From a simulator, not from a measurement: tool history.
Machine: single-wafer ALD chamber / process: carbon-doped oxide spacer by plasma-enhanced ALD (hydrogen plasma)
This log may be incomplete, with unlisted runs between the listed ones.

run	day	heater temperature setpoint (K)	number of ALD cycles (cycles)	mean film thickness on the monitor wafer (angstrom)
1	0.000	653.15	547	274.05
2	0.242	653.15	555	278.94
3	0.392	658.15	555	279.26
4	0.654	658.15	583	291.56
5	0.954	658.15	587	294.46
6	1.088	658.15	543	273.08

Run 7 comes next. What will it give?
7	1.421	658.15	552	?

Run 7 measured mean film thickness on the monitor wafer (angstrom) 277.31.
